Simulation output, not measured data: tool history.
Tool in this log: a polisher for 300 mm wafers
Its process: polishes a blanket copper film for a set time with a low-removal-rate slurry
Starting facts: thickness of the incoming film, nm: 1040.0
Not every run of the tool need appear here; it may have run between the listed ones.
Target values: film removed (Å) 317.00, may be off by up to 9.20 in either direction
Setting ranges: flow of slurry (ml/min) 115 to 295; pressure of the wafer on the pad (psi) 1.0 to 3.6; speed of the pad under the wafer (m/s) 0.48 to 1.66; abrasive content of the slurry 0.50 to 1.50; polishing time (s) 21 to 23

run,hour,flow of slurry (ml/min),pressure of the wafer on the pad (psi),speed of the pad under the wafer (m/s),abrasive content of the slurry,polishing time (s),film removed (Å)
1,0.0,190,2.3,1.06,1.00,23,463.74
2,5.8,190,2.2,1.06,1.00,23,447.23
3,7.8,190,2.2,1.06,1.15,23,453.23
4,11.1,190,2.1,1.06,1.15,23,440.26
5,15.0,190,2.1,1.06,1.15,21,402.87
6,20.9,190,2.5,1.06,1.15,21,476.21
7,28.1,190,2.3,1.06,1.15,21,437.73
8,31.5,190,2.2,1.06,1.15,21,415.30
9,38.3,190,2.1,1.06,1.15,21,401.11
10,42.8,190,2.0,1.06,1.15,21,380.27
11,49.3,190,1.9,1.06,1.15,21,365.16
12,54.1,180,1.7,1.06,1.15,21,331.62
13,57.8,175,1.7,1.06,1.15,21,327.79
14,62.0,165,1.7,1.06,1.15,21,327.44

Exercise: of the 4 proposed moves below, exactly one satisfies all targets within the stated allowed misses. Which move is it?
A,66.2,160,1.6,1.12,1.05,22,?
B,66.2,160,1.8,0.96,0.90,21,?
C,66.2,175,1.6,1.16,1.25,21,?
D,66.2,250,1.2,1.42,0.95,21,?

move,film removed (Å)
A,332.65
B,293.75
C,344.06
D,318.70
A: lands further from the targets than the last run did
B: takes the result that was furthest off past its target
C: lands further from the targets than the last run did
D: meets every target
Go with D: it meets all targets.

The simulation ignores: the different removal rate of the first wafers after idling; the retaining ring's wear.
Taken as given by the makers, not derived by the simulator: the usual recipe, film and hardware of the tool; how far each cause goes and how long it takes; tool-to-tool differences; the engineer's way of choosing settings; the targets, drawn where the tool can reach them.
